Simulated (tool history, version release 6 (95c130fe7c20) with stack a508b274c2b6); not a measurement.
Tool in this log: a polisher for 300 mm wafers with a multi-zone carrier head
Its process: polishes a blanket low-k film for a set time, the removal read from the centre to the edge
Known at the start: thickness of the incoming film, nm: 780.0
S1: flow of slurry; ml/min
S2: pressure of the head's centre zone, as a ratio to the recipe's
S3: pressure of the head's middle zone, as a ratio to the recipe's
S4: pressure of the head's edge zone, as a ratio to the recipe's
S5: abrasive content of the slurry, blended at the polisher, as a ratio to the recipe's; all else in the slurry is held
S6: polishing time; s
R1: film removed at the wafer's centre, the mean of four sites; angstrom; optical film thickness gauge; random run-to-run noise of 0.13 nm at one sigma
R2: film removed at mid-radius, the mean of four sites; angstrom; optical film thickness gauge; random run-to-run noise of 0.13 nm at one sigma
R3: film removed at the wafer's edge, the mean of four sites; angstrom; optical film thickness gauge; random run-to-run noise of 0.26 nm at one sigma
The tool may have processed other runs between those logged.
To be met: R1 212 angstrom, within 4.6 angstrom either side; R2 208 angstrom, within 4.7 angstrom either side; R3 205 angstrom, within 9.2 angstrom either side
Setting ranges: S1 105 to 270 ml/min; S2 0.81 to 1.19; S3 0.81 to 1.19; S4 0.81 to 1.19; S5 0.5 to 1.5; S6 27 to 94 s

run   hour   S1    S2    S3    S4    S5  S6      R1      R2      R3
  1      0  175     1     1     1     1  60  349.14  344.98  338.48
  2    2.7  170  0.99  0.98  0.97   0.9  58  307.42  303.86  297.72
  3   10.7  170  0.99  1.01  0.97   0.9  58  308.62  311.18  299.65
  4   17.9  170  0.99  1.01  0.97   0.8  58  278.37  282.74  269.32
  5     21  165  0.98  0.99  0.95  0.75  58  258.84   258.7  251.56
  6   29.2  190  0.98  0.99  0.95  0.75  58  263.86  263.79  250.74
  7   32.8  195  0.96  0.96  0.92  0.75  58  260.48  260.87  250.53
  8   37.9  200  0.95  0.94   0.9   0.7  58  238.36  237.84  225.08
  9   46.8  195  0.94  0.92  0.89   0.7  58  236.88  235.31  227.62
 10   48.1  195  0.93   0.9  0.88   0.7  58  229.83  232.34  228.25
 11   50.8  200  0.93  0.89  0.87   0.7  58  232.82  230.34  225.82
 12   56.2  205  0.92  0.88  0.86   0.7  58  230.66  228.58  231.32
 13   63.1  200  0.92  0.88  0.85   0.7  58  232.64  226.47  229.32
 14   69.7  205  0.92  0.87  0.84   0.7  58  231.13  227.91  223.42
 15     77  205  0.92  0.86  0.84   0.7  58  232.61  226.39  224.65
 16     80  155  0.92  0.86  0.81   0.6  58  180.18  176.28  173.64
 17   88.4  165  0.92  0.86  0.81   0.6  58  183.23  177.46  175.24
 18   96.2  175  0.92  0.86  0.81   0.6  58  184.41  180.19  176.88
 19  105.2  175  0.92  0.86  0.81   0.6  58  181.93  180.64  177.38

Below are 5 possible settings for the next run. Only one of them brings all results inside the allowed miss of their targets. Which is it?
  A  114.2  175  0.91  0.95  0.81  0.55  56   ?   ?   ?
  B  114.2  200  1.02   0.9  0.81   0.5  73   ?   ?   ?
  C  114.2  210  0.91  0.87  0.82  0.65  58   ?   ?   ?
  D  114.2  140  0.87  0.81  1.06  0.65  49   ?   ?   ?
  E  114.2  190  1.05  0.86  0.81  0.65  50   ?   ?   ?

move      R1      R2      R3
   A  153.86  160.08  149.28
   B  189.15   168.4  162.48
   C  212.28  207.07  205.27
   D  159.27  156.13  186.63
   E  208.11  174.52  174.23
A: lands further from the targets than the last run did
B: lands further from the targets than the last run did
C: all results land within tolerance of their targets
D: lands further from the targets than the last run did
E: gets the furthest-off result to its target, but another result is out of tolerance
Correct choice: C, which meets every target
